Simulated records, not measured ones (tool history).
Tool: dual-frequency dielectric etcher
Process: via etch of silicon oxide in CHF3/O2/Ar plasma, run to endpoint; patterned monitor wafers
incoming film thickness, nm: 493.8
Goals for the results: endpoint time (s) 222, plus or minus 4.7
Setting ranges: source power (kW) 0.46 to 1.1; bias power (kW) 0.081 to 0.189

run,day,source power (kW),bias power (kW),endpoint time (s)
1,0,0.78,0.135,255.34
2,0.371,0.8,0.136,248.35
3,0.638,0.82,0.136,248.17
4,0.867,0.71,0.136,263.91
5,0.971,0.71,0.112,279.74
6,1.183,0.71,0.129,267.1
7,1.404,0.74,0.13,262.15
8,1.583,0.9,0.143,232.81
9,1.783,0.91,0.143,231.49
10,2.075,0.92,0.143,230.31

Of the 5 settings listed for the next run, only one would bring every result within its allowed miss of target. Which one?
A,2.367,0.91,0.139,?
B,2.367,0.95,0.135,?
C,2.367,0.86,0.176,?
D,2.367,0.89,0.137,?
E,2.367,0.9,0.142,?

move,endpoint time (s)
A,233.86
B,231.52
C,222.35
D,237.24
E,233.45
A: further off than the last run
B: further off than the last run
C: all results in spec
D: further off than the last run
E: further off than the last run
The move that meets every target is C.

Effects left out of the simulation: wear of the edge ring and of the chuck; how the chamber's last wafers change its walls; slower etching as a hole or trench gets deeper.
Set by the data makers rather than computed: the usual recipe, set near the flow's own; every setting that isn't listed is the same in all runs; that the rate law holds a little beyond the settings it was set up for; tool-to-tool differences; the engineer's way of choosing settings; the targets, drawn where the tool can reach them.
